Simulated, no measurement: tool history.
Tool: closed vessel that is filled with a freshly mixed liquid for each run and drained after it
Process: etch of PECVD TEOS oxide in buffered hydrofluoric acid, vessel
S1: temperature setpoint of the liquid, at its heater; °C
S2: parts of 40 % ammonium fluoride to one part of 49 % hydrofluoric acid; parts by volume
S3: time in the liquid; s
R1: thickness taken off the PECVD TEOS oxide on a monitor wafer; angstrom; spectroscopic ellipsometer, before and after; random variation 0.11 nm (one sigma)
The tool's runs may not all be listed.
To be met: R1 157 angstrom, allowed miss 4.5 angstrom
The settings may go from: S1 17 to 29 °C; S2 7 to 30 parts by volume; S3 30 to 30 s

run	hour	S1	S2	S3	R1
1	0	21	19	30	237.02
2	6.6	22.5	19	30	253.43
3	10.1	21	20.5	30	219.29
4	15.6	24	20.5	30	258.71
5	24.4	22	21.5	30	223.22
6	33.3	20.5	22	30	202.43
7	42.3	19.5	22.5	30	189.23
8	44.1	18.5	23	30	176.83
9	45.6	18	23.5	30	167.48
10	52.3	17.5	23.5	30	163.98

Which of these 4 next moves meets every target?
A	59	17	22.5	30	?
B	59	17	24	30	?
C	59	19	25	30	?
D	59	18	22.5	30	?

move	R1
A	163.07
B	155.94
C	169.9
D	172.65
A: nearer than the last run, and not there yet
B: meets every target
C: further off than the last run
D: further off than the last run
Move B is the one to make.

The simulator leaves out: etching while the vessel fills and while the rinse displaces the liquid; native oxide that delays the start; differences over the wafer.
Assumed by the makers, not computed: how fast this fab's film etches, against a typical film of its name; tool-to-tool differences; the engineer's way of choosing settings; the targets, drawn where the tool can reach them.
